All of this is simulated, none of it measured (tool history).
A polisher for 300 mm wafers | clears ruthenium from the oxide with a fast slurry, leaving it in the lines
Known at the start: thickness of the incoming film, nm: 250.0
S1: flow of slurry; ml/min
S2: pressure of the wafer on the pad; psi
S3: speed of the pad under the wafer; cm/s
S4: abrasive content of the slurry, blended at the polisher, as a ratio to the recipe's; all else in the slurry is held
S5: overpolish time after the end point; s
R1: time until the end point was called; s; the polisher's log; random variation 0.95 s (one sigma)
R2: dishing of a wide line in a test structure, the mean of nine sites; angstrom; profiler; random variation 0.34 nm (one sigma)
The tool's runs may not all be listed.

run    day   S1   S2   S3   S4  S5      R1      R2
  1      0  180  2.8  110    1  15   64.41  279.71
  2  0.267  180  2.8  110  0.8  15  72.998  268.63
  3  0.338  180  2.8  110  0.7  15  77.919  258.02
  4   0.65  180  3.1  110  0.7  15  69.495  264.27
  5  0.871  210  3.1  110  0.7  15  69.014  273.34
  6  1.175  210  3.1  110  0.7  10  67.798  223.57

Run 7 comes next. What will it give?
  7  1.283  210  3.2  110  0.7  11   ?   ?

Run 7 gave R1 64.085 s, R2 239.43 angstrom.

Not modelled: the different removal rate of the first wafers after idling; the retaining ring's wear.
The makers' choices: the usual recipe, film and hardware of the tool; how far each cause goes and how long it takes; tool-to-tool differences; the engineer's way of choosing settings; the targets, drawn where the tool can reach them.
